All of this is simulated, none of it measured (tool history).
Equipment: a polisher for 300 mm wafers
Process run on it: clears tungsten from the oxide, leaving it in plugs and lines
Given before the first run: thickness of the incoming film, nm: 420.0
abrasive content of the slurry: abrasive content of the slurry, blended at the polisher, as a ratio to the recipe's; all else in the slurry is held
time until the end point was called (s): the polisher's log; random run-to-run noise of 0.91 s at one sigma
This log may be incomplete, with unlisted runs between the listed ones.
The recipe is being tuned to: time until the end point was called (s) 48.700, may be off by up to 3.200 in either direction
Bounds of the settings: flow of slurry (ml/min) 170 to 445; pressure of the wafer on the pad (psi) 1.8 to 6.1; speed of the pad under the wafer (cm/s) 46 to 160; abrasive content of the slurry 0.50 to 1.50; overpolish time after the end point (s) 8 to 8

| run | hour | flow of slurry (ml/min) | pressure of the wafer on the pad (psi) | speed of the pad under the wafer (cm/s) | abrasive content of the slurry | overpolish time after the end point (s) | time until the end point was called (s) |
|---|---|---|---|---|---|---|---|
| 1 | 0.0 | 285 | 3.9 | 102 | 1.00 | 8 | 80.399 |
| 2 | 6.2 | 285 | 4.1 | 102 | 1.00 | 8 | 72.440 |
| 3 | 11.1 | 285 | 4.2 | 102 | 1.00 | 8 | 73.922 |
| 4 | 18.1 | 285 | 4.4 | 102 | 1.00 | 8 | 68.416 |
| 5 | 25.4 | 285 | 4.4 | 102 | 1.00 | 8 | 69.806 |
| 6 | 27.3 | 255 | 4.4 | 102 | 1.00 | 8 | 69.495 |
| 7 | 28.8 | 255 | 4.5 | 102 | 1.00 | 8 | 66.283 |
| 8 | 31.1 | 255 | 4.6 | 102 | 1.00 | 8 | 68.265 |
| 9 | 33.2 | 255 | 4.8 | 102 | 1.00 | 8 | 63.544 |
| 10 | 41.8 | 255 | 4.9 | 102 | 1.00 | 8 | 62.422 |
| 11 | 45.4 | 255 | 5.0 | 102 | 1.00 | 8 | 62.523 |
|  | 49.1 | slurry nozzle cleaned |
| 12 | 49.1 | 255 | 5.1 | 104 | 1.00 | 8 | 56.670 |
| 13 | 54.5 | 255 | 5.2 | 104 | 1.00 | 8 | 56.011 |
| 14 | 56.4 | 255 | 5.3 | 104 | 1.00 | 8 | 57.304 |

Pick the move, out of 4, that brings all results within their allowed miss; only one does.
| A | 58.3 | 400 | 4.5 | 118 | 0.85 | 8 | ? |
| B | 58.3 | 170 | 6.1 | 118 | 1.15 | 8 | ? |
| C | 58.3 | 210 | 5.5 | 116 | 1.10 | 8 | ? |
| D | 58.3 | 240 | 5.2 | 102 | 0.95 | 8 | ? |

| move | time until the end point was called (s) |
|---|---|
| A | 58.426 |
| B | 44.402 |
| C | 49.131 |
| D | 59.697 |
A: moves away from the targets compared with the last run
B: the result that was furthest off in the last run now lies on the other side of its target
C: each result inside its tolerance
D: moves away from the targets compared with the last run
Correct choice: C, which meets every target

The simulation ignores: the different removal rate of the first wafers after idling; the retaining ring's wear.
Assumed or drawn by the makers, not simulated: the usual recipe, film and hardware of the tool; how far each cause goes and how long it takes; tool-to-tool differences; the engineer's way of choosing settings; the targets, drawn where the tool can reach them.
